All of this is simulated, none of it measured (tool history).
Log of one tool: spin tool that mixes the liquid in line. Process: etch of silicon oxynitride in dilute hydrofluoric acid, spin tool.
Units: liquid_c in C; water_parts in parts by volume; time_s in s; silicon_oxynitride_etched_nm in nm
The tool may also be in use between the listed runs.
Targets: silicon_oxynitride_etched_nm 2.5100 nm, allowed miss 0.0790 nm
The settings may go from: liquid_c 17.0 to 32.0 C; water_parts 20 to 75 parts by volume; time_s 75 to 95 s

{"run": 1, "hour": 0.0, "liquid_c": 24.0, "water_parts": 45, "time_s": 95, "silicon_oxynitride_etched_nm": 4.6135}
{"run": 2, "hour": 2.4, "liquid_c": 24.0, "water_parts": 45, "time_s": 75, "silicon_oxynitride_etched_nm": 3.591}
{"run": 3, "hour": 8.4, "liquid_c": 24.0, "water_parts": 45, "time_s": 75, "silicon_oxynitride_etched_nm": 3.6009}
{"run": 4, "hour": 10.6, "liquid_c": 22.5, "water_parts": 45, "time_s": 75, "silicon_oxynitride_etched_nm": 3.4265}
{"run": 5, "hour": 15.0, "liquid_c": 25.5, "water_parts": 45, "time_s": 75, "silicon_oxynitride_etched_nm": 3.8784}
{"run": 6, "hour": 18.6, "liquid_c": 28.0, "water_parts": 45, "time_s": 75, "silicon_oxynitride_etched_nm": 4.3883}
{"run": 7, "hour": 26.9, "liquid_c": 26.0, "water_parts": 45, "time_s": 75, "silicon_oxynitride_etched_nm": 3.9364}
{"run": 8, "hour": 31.0, "liquid_c": 24.5, "water_parts": 45, "time_s": 75, "silicon_oxynitride_etched_nm": 3.7173}
{"run": 9, "hour": 35.1, "liquid_c": 20.5, "water_parts": 50, "time_s": 75, "silicon_oxynitride_etched_nm": 2.6834}
{"run": 10, "hour": 35.9, "liquid_c": 20.0, "water_parts": 50, "time_s": 75, "silicon_oxynitride_etched_nm": 2.6866}
{"run": 11, "hour": 41.7, "liquid_c": 19.5, "water_parts": 50, "time_s": 75, "silicon_oxynitride_etched_nm": 2.6146}

4 next moves are on the table. One of them brings every result within its allowed miss. Which?
{"run": "A", "hour": 47.5, "liquid_c": 17.0, "water_parts": 55, "time_s": 85, "silicon_oxynitride_etched_nm": "?"}
{"run": "B", "hour": 47.5, "liquid_c": 19.0, "water_parts": 55, "time_s": 75, "silicon_oxynitride_etched_nm": "?"}
{"run": "C", "hour": 47.5, "liquid_c": 18.5, "water_parts": 50, "time_s": 75, "silicon_oxynitride_etched_nm": "?"}
{"run": "D", "hour": 47.5, "liquid_c": 17.5, "water_parts": 65, "time_s": 95, "silicon_oxynitride_etched_nm": "?"}

move=A silicon_oxynitride_etched_nm=2.3210
move=B silicon_oxynitride_etched_nm=2.2677
move=C silicon_oxynitride_etched_nm=2.4400
move=D silicon_oxynitride_etched_nm=2.2374
A: takes the result that was furthest off past its target
B: takes the result that was furthest off past its target
C: meets every target
D: takes the result that was furthest off past its target
Answer: C
